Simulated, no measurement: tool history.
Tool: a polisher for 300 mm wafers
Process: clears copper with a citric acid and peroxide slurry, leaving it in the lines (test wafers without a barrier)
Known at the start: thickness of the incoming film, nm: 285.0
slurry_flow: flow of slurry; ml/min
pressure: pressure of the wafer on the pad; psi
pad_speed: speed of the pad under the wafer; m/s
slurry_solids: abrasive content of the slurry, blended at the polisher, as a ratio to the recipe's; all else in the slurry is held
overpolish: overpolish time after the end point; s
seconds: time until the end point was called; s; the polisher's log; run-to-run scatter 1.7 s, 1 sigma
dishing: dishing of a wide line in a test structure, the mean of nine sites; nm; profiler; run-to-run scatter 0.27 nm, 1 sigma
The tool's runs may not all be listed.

Run 1, hour 0: slurry_flow 155 ml/min, pressure 3.1 psi, pad_speed 1.04 m/s, slurry_solids 1, overpolish 25 s. Result: seconds 158.53 s, dishing 26.091 nm.
Run 2, hour 8.4: slurry_flow 155 ml/min, pressure 3 psi, pad_speed 1.04 m/s, slurry_solids 1, overpolish 23 s. Result: seconds 161.62 s, dishing 23.395 nm.
Run 3, hour 10.1: slurry_flow 155 ml/min, pressure 2.9 psi, pad_speed 1.04 m/s, slurry_solids 1, overpolish 22 s. Result: seconds 169.42 s, dishing 22.321 nm.
Run 4, hour 11.3: slurry_flow 155 ml/min, pressure 3.5 psi, pad_speed 1.04 m/s, slurry_solids 1, overpolish 22 s. Result: seconds 141.39 s, dishing 26.325 nm.
Run 5, hour 17: slurry_flow 155 ml/min, pressure 3.8 psi, pad_speed 1.04 m/s, slurry_solids 1, overpolish 22 s. Result: seconds 128.89 s, dishing 27.29 nm.
Run 6, hour 25: slurry_flow 155 ml/min, pressure 3.8 psi, pad_speed 1.04 m/s, slurry_solids 1, overpolish 16 s. Result: seconds 129.91 s, dishing 22.292 nm.
Run 7, hour 28.4: slurry_flow 150 ml/min, pressure 3.6 psi, pad_speed 1.04 m/s, slurry_solids 1, overpolish 15 s. Result: seconds 137.34 s, dishing 20.107 nm.
Run 8, hour 33.8: slurry_flow 145 ml/min, pressure 3.4 psi, pad_speed 1.04 m/s, slurry_solids 1, overpolish 15 s. Result: seconds 145.05 s, dishing 18.472 nm.
Run 9, hour 37.7: slurry_flow 140 ml/min, pressure 3.2 psi, pad_speed 1.04 m/s, slurry_solids 1, overpolish 15 s. Result: seconds 156.14 s, dishing 18.223 nm.
Run 10, hour 39.8: slurry_flow 140 ml/min, pressure 3.1 psi, pad_speed 1.04 m/s, slurry_solids 1, overpolish 15 s. Result: seconds 160 s, dishing 17.506 nm.
Run 11, hour 46.6: slurry_flow 140 ml/min, pressure 3 psi, pad_speed 1.04 m/s, slurry_solids 1, overpolish 15 s. Result: seconds 164.11 s, dishing 17.076 nm.
At hour 52.9: slurry nozzle cleaned.
Run 12, hour 52.9: slurry_flow 140 ml/min, pressure 2.9 psi, pad_speed 1.04 m/s, slurry_solids 1, overpolish 15 s. Result: seconds 163.33 s, dishing 16.757 nm.
Run 13, hour 61.3: slurry_flow 140 ml/min, pressure 2.7 psi, pad_speed 1.04 m/s, slurry_solids 1, overpolish 15 s. Result: seconds 177.07 s, dishing 16.711 nm.
Run 14, hour 62: slurry_flow 125 ml/min, pressure 2.2 psi, pad_speed 1.02 m/s, slurry_solids 1, overpolish 10 s. Result: seconds 223.83 s, dishing 9.1016 nm.

Run 15 is up next; what results do you expect?
Run 15, hour 65.2: slurry_flow 170 ml/min, pressure 2.2 psi, pad_speed 0.98 m/s, slurry_solids 1, overpolish 16 s. Result: seconds ?, dishing ?.

Run 15 gave seconds 222.34 s, dishing 14.461 nm.
